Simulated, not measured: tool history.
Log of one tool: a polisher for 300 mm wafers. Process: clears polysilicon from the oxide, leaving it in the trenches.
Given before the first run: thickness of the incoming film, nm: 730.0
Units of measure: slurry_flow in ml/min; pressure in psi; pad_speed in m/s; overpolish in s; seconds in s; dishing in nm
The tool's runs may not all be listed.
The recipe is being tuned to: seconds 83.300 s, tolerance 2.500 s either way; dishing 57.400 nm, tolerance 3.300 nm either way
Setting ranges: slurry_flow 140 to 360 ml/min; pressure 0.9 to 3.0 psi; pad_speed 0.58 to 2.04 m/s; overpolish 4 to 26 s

run,hour,slurry_flow,pressure,pad_speed,overpolish,seconds,dishing
1,0.0,230,1.9,1.30,13,79.410,56.963
2,5.4,230,1.9,1.02,13,101.110,51.611
3,12.0,235,2.0,1.02,14,97.074,55.389
4,15.0,235,2.1,1.02,14,92.153,56.212
5,18.2,235,2.1,0.84,14,110.690,51.650
6,26.9,240,2.3,0.84,14,103.150,53.200
7,33.8,240,2.5,0.84,14,94.156,55.595
8,36.3,240,2.6,0.84,14,89.766,55.749
# hour 39.0: worn pad replaced by a new one
9,39.0,240,2.7,0.84,14,77.636,59.509
10,41.6,240,2.6,0.84,14,79.428,58.015

4 candidate next runs follow, results not yet known. Just one meets every target within its allowed miss. Identify it.
A,44.2,250,2.0,1.16,13,?,?
B,44.2,215,2.0,1.06,26,?,?
C,44.2,215,2.6,0.82,15,?,?
D,44.2,200,2.8,0.84,15,?,?

move,seconds,dishing
A,75.901,57.193
B,84.320,64.154
C,83.508,58.010
D,76.646,59.371
A: its largest miss is bigger than the last run's
B: brings the last run's worst result on target, with another outside its allowed miss
C: every result within its allowed miss
D: its largest miss is bigger than the last run's
The move that meets every target is C.

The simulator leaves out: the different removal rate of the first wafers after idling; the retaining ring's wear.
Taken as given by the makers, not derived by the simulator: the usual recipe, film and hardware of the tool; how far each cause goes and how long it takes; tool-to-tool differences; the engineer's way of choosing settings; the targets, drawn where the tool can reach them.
